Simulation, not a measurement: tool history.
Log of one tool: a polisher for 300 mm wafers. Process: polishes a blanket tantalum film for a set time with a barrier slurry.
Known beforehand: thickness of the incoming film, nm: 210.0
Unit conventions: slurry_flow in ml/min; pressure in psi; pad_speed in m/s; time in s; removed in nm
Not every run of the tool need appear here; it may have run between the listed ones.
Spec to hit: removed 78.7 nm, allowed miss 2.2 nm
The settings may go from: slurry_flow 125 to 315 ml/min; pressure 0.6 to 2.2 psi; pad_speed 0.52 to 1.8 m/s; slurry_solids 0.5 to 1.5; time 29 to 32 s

{"run": 1, "hour": 0.0, "slurry_flow": 205, "pressure": 1.4, "pad_speed": 1.16, "slurry_solids": 1, "time": 32, "removed": 43.796}
{"run": 2, "hour": 6.2, "slurry_flow": 210, "pressure": 1.7, "pad_speed": 1.16, "slurry_solids": 1, "time": 32, "removed": 53.666}
{"run": 3, "hour": 10.0, "slurry_flow": 240, "pressure": 1.7, "pad_speed": 1.16, "slurry_solids": 1, "time": 32, "removed": 54.391}
{"run": 4, "hour": 16.4, "slurry_flow": 240, "pressure": 1.9, "pad_speed": 1.18, "slurry_solids": 1, "time": 32, "removed": 60.795}
{"run": 5, "hour": 19.6, "slurry_flow": 240, "pressure": 1.9, "pad_speed": 1.18, "slurry_solids": 1, "time": 32, "removed": 61.25}
{"run": 6, "hour": 21.4, "slurry_flow": 265, "pressure": 1.9, "pad_speed": 1.18, "slurry_solids": 1, "time": 32, "removed": 62.385}
{"run": 7, "hour": 27.2, "slurry_flow": 265, "pressure": 2, "pad_speed": 1.2, "slurry_solids": 1, "time": 32, "removed": 66.255}
{"run": 8, "hour": 33.0, "slurry_flow": 265, "pressure": 2.1, "pad_speed": 1.22, "slurry_solids": 1, "time": 32, "removed": 70.111}
{"run": 9, "hour": 35.2, "slurry_flow": 265, "pressure": 2.1, "pad_speed": 1.24, "slurry_solids": 1, "time": 32, "removed": 71.581}
{"run": 10, "hour": 36.4, "slurry_flow": 265, "pressure": 2.1, "pad_speed": 1.26, "slurry_solids": 1, "time": 32, "removed": 73.314}

Which one of the following 5 next-run settings gets every result inside its allowed miss? There is exactly one.
{"run": "A", "hour": 37.6, "slurry_flow": 275, "pressure": 2.1, "pad_speed": 1.48, "slurry_solids": 0.85, "time": 32, "removed": "?"}
{"run": "B", "hour": 37.6, "slurry_flow": 195, "pressure": 2.2, "pad_speed": 1.46, "slurry_solids": 0.95, "time": 31, "removed": "?"}
{"run": "C", "hour": 37.6, "slurry_flow": 280, "pressure": 2.2, "pad_speed": 1.3, "slurry_solids": 1.05, "time": 29, "removed": "?"}
{"run": "D", "hour": 37.6, "slurry_flow": 250, "pressure": 2.1, "pad_speed": 1.34, "slurry_solids": 1.05, "time": 30, "removed": "?"}
{"run": "E", "hour": 37.6, "slurry_flow": 280, "pressure": 2.2, "pad_speed": 1.46, "slurry_solids": 0.85, "time": 29, "removed": "?"}

move=A removed=82.503
move=B removed=81.333
move=C removed=71.872
move=D removed=72.387
move=E removed=77.351
A: carries the result that was furthest off beyond its target, to the other side
B: carries the result that was furthest off beyond its target, to the other side
C: misses by more than the last run did
D: misses by more than the last run did
E: every result lands within tolerance
Go with E: it meets all targets.

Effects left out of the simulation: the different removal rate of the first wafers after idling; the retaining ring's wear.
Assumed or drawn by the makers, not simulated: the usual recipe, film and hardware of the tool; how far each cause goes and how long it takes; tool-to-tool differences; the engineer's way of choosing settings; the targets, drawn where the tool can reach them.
